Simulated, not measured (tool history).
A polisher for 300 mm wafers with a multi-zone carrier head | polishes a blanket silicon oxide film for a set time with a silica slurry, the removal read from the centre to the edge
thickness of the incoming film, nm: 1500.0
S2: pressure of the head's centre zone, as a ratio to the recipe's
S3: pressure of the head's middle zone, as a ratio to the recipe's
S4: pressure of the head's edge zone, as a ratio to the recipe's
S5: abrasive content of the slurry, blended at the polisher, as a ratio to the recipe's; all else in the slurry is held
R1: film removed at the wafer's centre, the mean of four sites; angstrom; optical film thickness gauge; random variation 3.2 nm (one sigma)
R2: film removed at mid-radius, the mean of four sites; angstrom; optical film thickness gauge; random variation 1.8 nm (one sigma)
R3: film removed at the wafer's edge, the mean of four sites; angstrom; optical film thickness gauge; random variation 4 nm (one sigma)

Run 1, day 0: flow of slurry (ml/min) 160, S2 1, S3 1, S4 1, S5 1, polishing time (s) 83. Result: R1 3299.9 angstrom, R2 3268.7 angstrom, R3 3260.4 angstrom.
Run 2, day 0.162: flow of slurry (ml/min) 190, S2 1, S3 1, S4 1, S5 1, polishing time (s) 83. Result: R1 3347 angstrom, R2 3346.3 angstrom, R3 3229.1 angstrom.
Run 3, day 0.421: flow of slurry (ml/min) 190, S2 0.99, S3 0.99, S4 0.99, S5 1, polishing time (s) 83. Result: R1 3331.2 angstrom, R2 3311 angstrom, R3 3219.4 angstrom.
Run 4, day 0.575: flow of slurry (ml/min) 190, S2 0.99, S3 0.99, S4 0.95, S5 1, polishing time (s) 83. Result: R1 3296.8 angstrom, R2 3309.7 angstrom, R3 3137.8 angstrom.
Run 5, day 0.617: flow of slurry (ml/min) 185, S2 0.99, S3 0.98, S4 0.94, S5 1, polishing time (s) 83. Result: R1 3284.3 angstrom, R2 3295.1 angstrom, R3 3155.2 angstrom.
Run 6, day 0.85: flow of slurry (ml/min) 185, S2 0.99, S3 0.98, S4 0.94, S5 1, polishing time (s) 94. Result: R1 3731 angstrom, R2 3764.7 angstrom, R3 3590.7 angstrom.
Run 7, day 1.058: flow of slurry (ml/min) 190, S2 0.98, S3 0.97, S4 0.93, S5 0.95, polishing time (s) 94. Result: R1 3608.3 angstrom, R2 3596.5 angstrom, R3 3392.9 angstrom.
Run 8, day 1.146: flow of slurry (ml/min) 145, S2 0.88, S3 0.87, S4 0.83, S5 0.9, polishing time (s) 94. Result: R1 3014.7 angstrom, R2 3103.5 angstrom, R3 3129.5 angstrom.

The next listed run, before its measurement:
Run 9, day 1.5: flow of slurry (ml/min) 145, S2 0.89, S3 0.87, S4 0.83, S5 0.9, polishing time (s) 94. Result: R1 ?, R2 ?, R3 ?.

Run 9 gave R1 3024.5 angstrom, R2 3103.1 angstrom, R3 3126.3 angstrom.
